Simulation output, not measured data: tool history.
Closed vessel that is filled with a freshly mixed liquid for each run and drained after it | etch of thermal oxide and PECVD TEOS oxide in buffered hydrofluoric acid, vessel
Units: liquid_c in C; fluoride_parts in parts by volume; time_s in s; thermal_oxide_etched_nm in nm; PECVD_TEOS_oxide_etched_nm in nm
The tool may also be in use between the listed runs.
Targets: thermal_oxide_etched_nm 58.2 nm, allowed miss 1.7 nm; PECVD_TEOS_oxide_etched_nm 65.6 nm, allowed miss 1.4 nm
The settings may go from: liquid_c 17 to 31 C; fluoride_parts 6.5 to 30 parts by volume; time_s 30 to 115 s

run 1 hour=0 | liquid_c=23 fluoride_parts=19.5 time_s=60 | thermal_oxide_etched_nm=32.671 PECVD_TEOS_oxide_etched_nm=36.523
run 2 hour=5.8 | liquid_c=23 fluoride_parts=15.5 time_s=60 | thermal_oxide_etched_nm=39.77 PECVD_TEOS_oxide_etched_nm=45.936
run 3 hour=12.9 | liquid_c=23.5 fluoride_parts=15.5 time_s=60 | thermal_oxide_etched_nm=41.75 PECVD_TEOS_oxide_etched_nm=46.742
run 4 hour=18.9 | liquid_c=23.5 fluoride_parts=15.5 time_s=75 | thermal_oxide_etched_nm=51.732 PECVD_TEOS_oxide_etched_nm=58.962
run 5 hour=20.1 | liquid_c=24.5 fluoride_parts=15.5 time_s=75 | thermal_oxide_etched_nm=55.033 PECVD_TEOS_oxide_etched_nm=62.162
run 6 hour=28.3 | liquid_c=24.5 fluoride_parts=15.5 time_s=95 | thermal_oxide_etched_nm=69.889 PECVD_TEOS_oxide_etched_nm=79.228
run 7 hour=32.2 | liquid_c=24 fluoride_parts=15.5 time_s=95 | thermal_oxide_etched_nm=67.821 PECVD_TEOS_oxide_etched_nm=75.867
run 8 hour=35.6 | liquid_c=22.5 fluoride_parts=15.5 time_s=95 | thermal_oxide_etched_nm=63.408 PECVD_TEOS_oxide_etched_nm=70.184
run 9 hour=38.2 | liquid_c=22 fluoride_parts=15.5 time_s=95 | thermal_oxide_etched_nm=61.121 PECVD_TEOS_oxide_etched_nm=68.322

Which of these 4 next moves meets every target?
run A hour=40.8 | liquid_c=21.5 fluoride_parts=9 time_s=60 | thermal_oxide_etched_nm=? PECVD_TEOS_oxide_etched_nm=?
run B hour=40.8 | liquid_c=22.5 fluoride_parts=15.5 time_s=95 | thermal_oxide_etched_nm=? PECVD_TEOS_oxide_etched_nm=?
run C hour=40.8 | liquid_c=19.5 fluoride_parts=15.5 time_s=105 | thermal_oxide_etched_nm=? PECVD_TEOS_oxide_etched_nm=?
run D hour=40.8 | liquid_c=19 fluoride_parts=14.5 time_s=115 | thermal_oxide_etched_nm=? PECVD_TEOS_oxide_etched_nm=?

move=A thermal_oxide_etched_nm=60.769 PECVD_TEOS_oxide_etched_nm=69.166
move=B thermal_oxide_etched_nm=61.974 PECVD_TEOS_oxide_etched_nm=70.537
move=C thermal_oxide_etched_nm=57.955 PECVD_TEOS_oxide_etched_nm=65.963
move=D thermal_oxide_etched_nm=65.897 PECVD_TEOS_oxide_etched_nm=75.001
A: further off than the last run
B: further off than the last run
C: meets every target
D: further off than the last run
Answer: C
